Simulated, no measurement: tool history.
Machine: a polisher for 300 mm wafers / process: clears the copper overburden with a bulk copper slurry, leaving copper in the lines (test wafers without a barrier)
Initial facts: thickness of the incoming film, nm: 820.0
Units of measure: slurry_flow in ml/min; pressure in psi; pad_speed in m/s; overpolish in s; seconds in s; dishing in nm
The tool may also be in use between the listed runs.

{"run": 1, "hour": 0.0, "slurry_flow": 245, "pressure": 3.4, "pad_speed": 1.04, "slurry_solids": 1, "overpolish": 13, "seconds": 71.984, "dishing": 69.713}
{"run": 2, "hour": 1.8, "slurry_flow": 245, "pressure": 3.4, "pad_speed": 1.04, "slurry_solids": 0.8, "overpolish": 13, "seconds": 78.668, "dishing": 69.496}
{"run": 3, "hour": 4.2, "slurry_flow": 245, "pressure": 3.4, "pad_speed": 1.14, "slurry_solids": 0.8, "overpolish": 13, "seconds": 71.397, "dishing": 70.187}
{"run": 4, "hour": 12.4, "slurry_flow": 245, "pressure": 3.4, "pad_speed": 1.14, "slurry_solids": 0.8, "overpolish": 10, "seconds": 71.394, "dishing": 61.213}
{"run": 5, "hour": 17.3, "slurry_flow": 245, "pressure": 3.5, "pad_speed": 1.14, "slurry_solids": 0.8, "overpolish": 10, "seconds": 69.526, "dishing": 62.708}
{"run": 6, "hour": 20.6, "slurry_flow": 245, "pressure": 2.6, "pad_speed": 1.14, "slurry_solids": 0.8, "overpolish": 10, "seconds": 92.992, "dishing": 49.158}
{"run": 7, "hour": 25.3, "slurry_flow": 245, "pressure": 2.9, "pad_speed": 1.14, "slurry_solids": 0.8, "overpolish": 10, "seconds": 82.938, "dishing": 53.623}

Run 8 has not been measured yet. What should we expect?
{"run": 8, "hour": 33.2, "slurry_flow": 245, "pressure": 3.1, "pad_speed": 1.14, "slurry_solids": 0.8, "overpolish": 10, "seconds": "?", "dishing": "?"}

{"run 8": {"seconds": 77.796, "dishing": 56.823}}
